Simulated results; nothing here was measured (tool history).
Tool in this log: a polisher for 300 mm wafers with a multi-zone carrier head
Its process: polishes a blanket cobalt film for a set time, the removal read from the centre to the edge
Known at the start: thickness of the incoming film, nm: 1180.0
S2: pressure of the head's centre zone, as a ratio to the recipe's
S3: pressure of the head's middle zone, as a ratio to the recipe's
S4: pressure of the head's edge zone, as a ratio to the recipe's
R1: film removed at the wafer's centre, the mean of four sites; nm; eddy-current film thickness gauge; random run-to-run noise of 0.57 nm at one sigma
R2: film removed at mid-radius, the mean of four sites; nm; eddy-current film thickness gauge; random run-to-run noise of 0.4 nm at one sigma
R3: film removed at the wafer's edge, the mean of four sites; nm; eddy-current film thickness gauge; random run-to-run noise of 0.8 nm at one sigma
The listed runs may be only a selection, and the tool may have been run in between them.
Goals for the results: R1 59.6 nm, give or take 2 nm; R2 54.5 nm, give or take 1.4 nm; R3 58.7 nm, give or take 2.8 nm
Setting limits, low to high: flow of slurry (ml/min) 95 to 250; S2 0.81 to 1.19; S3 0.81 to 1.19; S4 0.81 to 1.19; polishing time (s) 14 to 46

run 1 day=0 | flow_of_slurry_(ml/min)=160 S2=1 S3=1 S4=1 polishing_time_(s)=30 | R1=93.4 R2=95.172 R3=93.39
run 2 day=0.025 | flow_of_slurry_(ml/min)=150 S2=0.99 S3=0.95 S4=0.96 polishing_time_(s)=27 | R1=82.174 R2=80.788 R3=81.059
run 3 day=0.229 | flow_of_slurry_(ml/min)=150 S2=0.95 S3=0.95 S4=0.96 polishing_time_(s)=27 | R1=78.685 R2=80.142 R3=80.072
run 4 day=0.462 | flow_of_slurry_(ml/min)=140 S2=0.94 S3=0.91 S4=0.93 polishing_time_(s)=25 | R1=69.761 R2=70.66 R3=73.221
run 5 day=0.717 | flow_of_slurry_(ml/min)=135 S2=0.95 S3=0.88 S4=0.9 polishing_time_(s)=24 | R1=66.619 R2=65.558 R3=69.369
run 6 day=0.883 | flow_of_slurry_(ml/min)=135 S2=0.95 S3=0.88 S4=0.9 polishing_time_(s)=27 | R1=75.599 R2=73.059 R3=78.6
run 7 day=1.054 | flow_of_slurry_(ml/min)=135 S2=0.96 S3=0.87 S4=0.88 polishing_time_(s)=25 | R1=70.413 R2=67.148 R3=70.431
run 8 day=1.333 | flow_of_slurry_(ml/min)=135 S2=0.96 S3=0.87 S4=0.88 polishing_time_(s)=25 | R1=71.277 R2=66.694 R3=73.544
run 9 day=1.508 | flow_of_slurry_(ml/min)=125 S2=0.98 S3=0.86 S4=0.81 polishing_time_(s)=19 | R1=54.034 R2=49.619 R3=52.923
run 10 day=1.858 | flow_of_slurry_(ml/min)=140 S2=0.98 S3=0.86 S4=0.83 polishing_time_(s)=19 | R1=55.951 R2=51.731 R3=53.789
run 11 day=1.938 | flow_of_slurry_(ml/min)=145 S2=0.98 S3=0.85 S4=0.86 polishing_time_(s)=19 | R1=56.029 R2=50.908 R3=54.577
run 12 day=2.121 | flow_of_slurry_(ml/min)=150 S2=0.98 S3=0.85 S4=0.89 polishing_time_(s)=19 | R1=56.679 R2=50.904 R3=57.444
run 13 day=2.454 | flow_of_slurry_(ml/min)=160 S2=0.98 S3=0.86 S4=0.89 polishing_time_(s)=19 | R1=57.892 R2=52.915 R3=56.449
run 14 day=2.796 | flow_of_slurry_(ml/min)=165 S2=0.98 S3=0.86 S4=0.9 polishing_time_(s)=19 | R1=57.921 R2=53.152 R3=55.304
run 15 day=2.912 | flow_of_slurry_(ml/min)=165 S2=0.98 S3=0.86 S4=0.92 polishing_time_(s)=19 | R1=58.052 R2=52.954 R3=56.464
run 16 day=3.025 | flow_of_slurry_(ml/min)=165 S2=0.98 S3=0.86 S4=0.93 polishing_time_(s)=19 | R1=57.745 R2=52.273 R3=56.48
run 17 day=3.117 | flow_of_slurry_(ml/min)=170 S2=0.98 S3=0.86 S4=0.94 polishing_time_(s)=19 | R1=58.534 R2=52.423 R3=57.163
run 18 day=3.438 | flow_of_slurry_(ml/min)=170 S2=0.98 S3=0.86 S4=0.94 polishing_time_(s)=19 | R1=58.095 R2=52.617 R3=57.09
run 19 day=3.567 | flow_of_slurry_(ml/min)=170 S2=0.98 S3=0.86 S4=0.95 polishing_time_(s)=19 | R1=58.107 R2=53.809 R3=58.908

Below are 4 possible settings for the next run. Only one of them brings all results inside the allowed miss of their targets. Which is it?
run A day=3.696 | flow_of_slurry_(ml/min)=175 S2=0.99 S3=0.82 S4=0.92 polishing_time_(s)=19 | R1=? R2=? R3=?
run B day=3.696 | flow_of_slurry_(ml/min)=175 S2=1.01 S3=0.89 S4=1.01 polishing_time_(s)=19 | R1=? R2=? R3=?
run C day=3.696 | flow_of_slurry_(ml/min)=180 S2=0.98 S3=0.82 S4=0.98 polishing_time_(s)=19 | R1=? R2=? R3=?
run D day=3.696 | flow_of_slurry_(ml/min)=170 S2=0.94 S3=0.84 S4=0.97 polishing_time_(s)=19 | R1=? R2=? R3=?

move=A R1=58.756 R2=50.779 R3=56.933
move=B R1=59.982 R2=54.305 R3=58.969
move=C R1=58.479 R2=51.027 R3=58.537
move=D R1=55.447 R2=51.531 R3=57.859
A: the furthest-off result lands on target, but another misses its tolerance
B: hits every target within its allowed miss
C: the furthest-off result lands on target, but another misses its tolerance
D: its largest miss is bigger than the last run's
Go with B: it meets all targets.
